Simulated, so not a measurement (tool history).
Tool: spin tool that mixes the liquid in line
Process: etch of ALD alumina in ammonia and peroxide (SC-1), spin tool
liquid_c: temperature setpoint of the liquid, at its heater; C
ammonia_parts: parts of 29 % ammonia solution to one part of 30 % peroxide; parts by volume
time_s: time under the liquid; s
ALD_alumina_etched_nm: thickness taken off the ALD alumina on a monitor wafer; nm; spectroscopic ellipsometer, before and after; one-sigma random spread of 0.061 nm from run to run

run,hour,liquid_c,ammonia_parts,time_s,ALD_alumina_etched_nm
1,0,55,0.45,190,12.707
2,3.7,54.5,0.45,190,12.319
3,12.3,54,0.45,190,12.032
4,19.6,58,0.45,190,14.9
5,23.9,56.5,0.45,190,13.86
6,30.4,56.5,0.45,200,14.524
7,36.6,55,0.45,200,13.337
8,37.6,55,0.45,200,13.34
9,42.2,54,0.45,200,12.646

Expected results for the next run?
10,50.5,53.5,0.45,200,?

{"run 10": {"ALD_alumina_etched_nm": 12.362}}
